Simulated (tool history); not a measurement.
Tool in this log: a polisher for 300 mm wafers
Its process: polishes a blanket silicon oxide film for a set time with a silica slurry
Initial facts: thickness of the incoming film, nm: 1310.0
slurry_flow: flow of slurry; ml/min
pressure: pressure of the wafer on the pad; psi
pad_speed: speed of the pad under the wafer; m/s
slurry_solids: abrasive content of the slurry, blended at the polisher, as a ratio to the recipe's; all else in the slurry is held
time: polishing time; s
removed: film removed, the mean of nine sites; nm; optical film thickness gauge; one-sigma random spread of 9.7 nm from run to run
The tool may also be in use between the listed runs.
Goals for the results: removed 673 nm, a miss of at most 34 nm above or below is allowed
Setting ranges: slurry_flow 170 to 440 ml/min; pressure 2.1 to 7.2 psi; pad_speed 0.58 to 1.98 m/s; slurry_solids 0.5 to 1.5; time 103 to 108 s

run 1 day=0 | slurry_flow=280 pressure=4.6 pad_speed=1.28 slurry_solids=1 time=103 | removed=357.94
run 2 day=0.088 | slurry_flow=280 pressure=5.4 pad_speed=1.28 slurry_solids=1 time=103 | removed=404.99
run 3 day=0.342 | slurry_flow=280 pressure=5.4 pad_speed=1 slurry_solids=1 time=103 | removed=352.45
run 4 day=0.575 | slurry_flow=280 pressure=4.3 pad_speed=1 slurry_solids=1 time=103 | removed=288.96
run 5 day=0.833 | slurry_flow=280 pressure=4.7 pad_speed=1.08 slurry_solids=1 time=103 | removed=326.45
run 6 day=0.892 | slurry_flow=280 pressure=5 pad_speed=1.16 slurry_solids=1 time=103 | removed=360.2
run 7 day=0.933 | slurry_flow=280 pressure=5.3 pad_speed=1.22 slurry_solids=1 time=103 | removed=392.43
run 8 day=1.058 | slurry_flow=280 pressure=5.5 pad_speed=1.26 slurry_solids=1 time=103 | removed=415.01
run 9 day=1.083 | slurry_flow=280 pressure=6.8 pad_speed=1.54 slurry_solids=1.05 time=104 | removed=581.34
run 10 day=1.325 | slurry_flow=280 pressure=6.9 pad_speed=1.56 slurry_solids=1.05 time=104 | removed=597.99
run 11 day=1.688 | slurry_flow=280 pressure=6.9 pad_speed=1.58 slurry_solids=1.05 time=104 | removed=603.86
run 12 day=1.967 | slurry_flow=280 pressure=6.9 pad_speed=1.6 slurry_solids=1.05 time=104 | removed=613.37
run 13 day=2.204 | slurry_flow=280 pressure=6.9 pad_speed=1.62 slurry_solids=1.05 time=104 | removed=606.38
run 14 day=2.325 | slurry_flow=280 pressure=6.9 pad_speed=1.62 slurry_solids=1.05 time=104 | removed=605.1
run 15 day=2.562 | slurry_flow=280 pressure=6.9 pad_speed=1.64 slurry_solids=1.05 time=104 | removed=635.14
-- day=2.767 slurry blender recalibrated
run 16 day=2.767 | slurry_flow=280 pressure=7.1 pad_speed=1.66 slurry_solids=1.05 time=104 | removed=715.72

Consider the 5 candidate settings below. Which is the only one whose results all fall within their allowed miss of target?
run A day=2.971 | slurry_flow=240 pressure=6.9 pad_speed=1.36 slurry_solids=1.05 time=103 | removed=?
run B day=2.971 | slurry_flow=180 pressure=6.1 pad_speed=1.64 slurry_solids=1.05 time=104 | removed=?
run C day=2.971 | slurry_flow=280 pressure=6.7 pad_speed=1.88 slurry_solids=1.25 time=108 | removed=?
run D day=2.971 | slurry_flow=275 pressure=7.2 pad_speed=1.58 slurry_solids=1 time=103 | removed=?
run E day=2.971 | slurry_flow=295 pressure=6.4 pad_speed=1.46 slurry_solids=1.1 time=103 | removed=?

move=A removed=602.22
move=B removed=578.52
move=C removed=795.76
move=D removed=686.48
move=E removed=603.72
A: the result that was furthest off in the last run now lies on the other side of its target
B: the result that was furthest off in the last run now lies on the other side of its target
C: further off than the last run
D: every result lands within tolerance
E: the result that was furthest off in the last run now lies on the other side of its target
Answer: D
